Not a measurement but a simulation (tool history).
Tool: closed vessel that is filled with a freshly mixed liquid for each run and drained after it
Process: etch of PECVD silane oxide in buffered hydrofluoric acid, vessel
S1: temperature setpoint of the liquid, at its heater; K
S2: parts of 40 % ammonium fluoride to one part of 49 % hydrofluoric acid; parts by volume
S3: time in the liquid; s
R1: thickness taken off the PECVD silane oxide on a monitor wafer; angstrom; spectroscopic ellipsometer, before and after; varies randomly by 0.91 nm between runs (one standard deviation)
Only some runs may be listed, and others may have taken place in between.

run,hour,S1,S2,S3,R1
1,0.0,298.15,9.0,100,1537.4
2,1.5,298.15,9.0,100,1563.2
3,7.6,296.15,9.5,100,1366.0
4,12.2,294.65,10.0,100,1166.2
5,13.9,298.15,10.0,100,1441.8
6,15.0,298.15,10.0,110,1581.9
7,22.9,296.15,10.5,110,1360.6

The next listed run, before its measurement:
8,27.7,294.65,10.5,110,?

R1: 1239.0 angstrom
